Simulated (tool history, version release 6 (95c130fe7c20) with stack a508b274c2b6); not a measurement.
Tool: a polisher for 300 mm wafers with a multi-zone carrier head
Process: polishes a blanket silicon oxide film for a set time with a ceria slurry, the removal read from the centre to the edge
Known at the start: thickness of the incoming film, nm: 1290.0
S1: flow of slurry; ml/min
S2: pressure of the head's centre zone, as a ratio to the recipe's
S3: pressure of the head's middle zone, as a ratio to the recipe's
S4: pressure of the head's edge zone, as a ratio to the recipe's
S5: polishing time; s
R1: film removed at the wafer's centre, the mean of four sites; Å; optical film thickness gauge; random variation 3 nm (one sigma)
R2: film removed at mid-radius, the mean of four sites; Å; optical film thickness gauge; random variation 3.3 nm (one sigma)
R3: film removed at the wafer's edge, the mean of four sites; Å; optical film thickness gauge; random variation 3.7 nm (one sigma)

run 1 hour=0.0 | S1=310 S2=1.00 S3=1.00 S4=1.00 S5=45 | R1=2179.1 R2=2164.3 R3=2162.3
run 2 hour=2.5 | S1=310 S2=1.00 S3=1.00 S4=1.00 S5=38 | R1=1795.7 R2=1818.2 R3=1869.8
run 3 hour=3.7 | S1=310 S2=1.00 S3=1.00 S4=1.00 S5=43 | R1=1998.9 R2=2058.1 R3=2117.8
run 4 hour=6.8 | S1=315 S2=1.01 S3=1.03 S4=1.02 S5=45 | R1=2225.8 R2=2218.8 R3=2239.2
run 5 hour=8.8 | S1=275 S2=1.01 S3=1.03 S4=1.02 S5=45 | R1=2129.8 R2=2179.3 R3=2208.3
run 6 hour=9.4 | S1=290 S2=1.01 S3=1.07 S4=1.03 S5=46 | R1=2165.6 R2=2318.7 R3=2252.3
-- hour=16.8 slurry nozzle cleaned
run 7 hour=16.8 | S1=300 S2=1.02 S3=1.09 S4=1.05 S5=47 | R1=2491.2 R2=2566.1 R3=2513.5

The next listed run, before its measurement:
run 8 hour=18.8 | S1=310 S2=1.01 S3=1.11 S4=1.05 S5=47 | R1=? R2=? R3=?

Run 8 gave R1 2425.2 Å, R2 2621.9 Å, R3 2449.9 Å.

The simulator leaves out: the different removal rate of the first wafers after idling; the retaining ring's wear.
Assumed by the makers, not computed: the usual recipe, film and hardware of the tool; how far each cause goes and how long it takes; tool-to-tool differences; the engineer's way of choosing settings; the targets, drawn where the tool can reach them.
